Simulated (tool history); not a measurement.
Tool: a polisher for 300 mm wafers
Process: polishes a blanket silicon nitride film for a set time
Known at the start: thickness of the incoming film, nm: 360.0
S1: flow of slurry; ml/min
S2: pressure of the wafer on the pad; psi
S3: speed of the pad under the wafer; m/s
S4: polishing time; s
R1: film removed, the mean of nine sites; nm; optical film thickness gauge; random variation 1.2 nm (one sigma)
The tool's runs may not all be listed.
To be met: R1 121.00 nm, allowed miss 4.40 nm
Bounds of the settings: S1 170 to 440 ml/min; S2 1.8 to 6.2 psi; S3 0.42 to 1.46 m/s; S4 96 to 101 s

| run | hour | S1 | S2 | S3 | S4 | R1 |
|---|---|---|---|---|---|---|
| 1 | 0.0 | 280 | 4.0 | 0.94 | 96 | 216.38 |
| 2 | 4.6 | 280 | 3.7 | 0.94 | 96 | 202.20 |
| 3 | 8.5 | 280 | 3.5 | 0.94 | 96 | 192.23 |
| 4 | 12.3 | 280 | 3.3 | 0.94 | 96 | 179.92 |
| 5 | 13.7 | 280 | 3.1 | 0.94 | 96 | 174.95 |
| 6 | 21.2 | 280 | 2.6 | 0.94 | 96 | 149.12 |
| 7 | 23.5 | 280 | 2.5 | 0.94 | 96 | 146.33 |
| 8 | 28.4 | 280 | 2.4 | 0.94 | 96 | 140.25 |
| 9 | 29.1 | 280 | 2.3 | 0.94 | 96 | 135.96 |
| 10 | 35.7 | 280 | 2.1 | 0.94 | 96 | 127.01 |
| 11 | 38.2 | 280 | 2.1 | 0.94 | 96 | 126.17 |
| 12 | 39.8 | 280 | 1.9 | 0.94 | 96 | 115.39 |

Which of these 4 next moves meets every target?
| A | 41.4 | 290 | 1.9 | 0.88 | 96 | ? |
| B | 41.4 | 270 | 1.9 | 0.86 | 96 | ? |
| C | 41.4 | 270 | 2.1 | 0.90 | 97 | ? |
| D | 41.4 | 215 | 2.0 | 0.86 | 98 | ? |

| move | R1 |
|---|---|
| A | 110.12 |
| B | 107.35 |
| C | 121.63 |
| D | 111.06 |
A: further off than the last run
B: further off than the last run
C: meets every target
D: further off than the last run
Answer: C
